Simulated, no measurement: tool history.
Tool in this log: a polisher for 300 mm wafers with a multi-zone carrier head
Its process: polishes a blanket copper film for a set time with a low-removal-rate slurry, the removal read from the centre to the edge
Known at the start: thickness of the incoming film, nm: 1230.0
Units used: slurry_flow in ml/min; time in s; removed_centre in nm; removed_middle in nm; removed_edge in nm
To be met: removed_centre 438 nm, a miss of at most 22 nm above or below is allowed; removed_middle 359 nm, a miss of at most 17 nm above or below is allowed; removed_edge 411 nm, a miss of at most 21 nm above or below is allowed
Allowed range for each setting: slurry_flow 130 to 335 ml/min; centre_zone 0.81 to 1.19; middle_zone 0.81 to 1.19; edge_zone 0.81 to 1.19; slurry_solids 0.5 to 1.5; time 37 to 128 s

| run | hour | slurry_flow | centre_zone | middle_zone | edge_zone | slurry_solids | time | removed_centre | removed_middle | removed_edge |
|---|---|---|---|---|---|---|---|---|---|---|
| 1 | 0 | 215 | 1 | 1 | 1 | 1 | 82 | 325.43 | 304.49 | 304.73 |
| 2 | 4.3 | 215 | 1.01 | 0.98 | 1.03 | 1.1 | 85 | 344.54 | 329.13 | 332.07 |
| 3 | 9.7 | 215 | 1.01 | 0.98 | 0.96 | 1.1 | 85 | 339.44 | 320.03 | 328.84 |
| 4 | 17.1 | 215 | 1.01 | 0.98 | 0.96 | 0.95 | 85 | 325.12 | 315.63 | 306.12 |
| 5 | 25.4 | 215 | 1.01 | 1.06 | 0.96 | 0.95 | 85 | 325.67 | 335.46 | 309.35 |
| 6 | 30.8 | 215 | 1.03 | 1.03 | 0.98 | 1.1 | 86 | 342.86 | 343.29 | 326.64 |
| 7 | 32.6 | 220 | 1.05 | 0.99 | 1 | 1.2 | 87 | 357.35 | 346.36 | 345.11 |
| 8 | 41 | 225 | 1.08 | 0.95 | 1.01 | 1.25 | 89 | 386.44 | 342.89 | 360.64 |
| 9 | 44.9 | 225 | 1.08 | 0.95 | 1.01 | 1.25 | 89 | 376.77 | 350.82 | 362.84 |
| 10 | 47.4 | 230 | 1.11 | 0.92 | 1.02 | 1.3 | 90 | 398.09 | 352.49 | 364.64 |
| 11 | 51.8 | 230 | 1.11 | 0.9 | 1.03 | 1.35 | 91 | 407.94 | 347.78 | 376.58 |

Which one of the following 5 next-run settings gets every result inside its allowed miss? There is exactly one.
| A | 56.2 | 265 | 0.91 | 0.92 | 1.12 | 1.5 | 88 | ? | ? | ? |
| B | 56.2 | 255 | 1.19 | 0.81 | 0.95 | 1.1 | 107 | ? | ? | ? |
| C | 56.2 | 255 | 1.19 | 0.91 | 1.14 | 1.5 | 89 | ? | ? | ? |
| D | 56.2 | 290 | 1.19 | 0.93 | 1.02 | 1.2 | 92 | ? | ? | ? |
| E | 56.2 | 190 | 0.96 | 0.88 | 1.02 | 1.5 | 91 | ? | ? | ? |

| move | removed_centre | removed_middle | removed_edge |
|---|---|---|---|
| A | 356.67 | 346.58 | 391.27 |
| B | 493.46 | 351.79 | 406.88 |
| C | 442.52 | 345.88 | 398.37 |
| D | 438.8 | 348.69 | 372.07 |
| E | 371.27 | 335.43 | 377.67 |
A: puts the biggest miss on target and leaves a different result outside tolerance
B: puts the biggest miss on target and leaves a different result outside tolerance
C: every result lands within tolerance
D: the biggest miss grows against the last run
E: the biggest miss grows against the last run
Correct choice: C, which meets every target
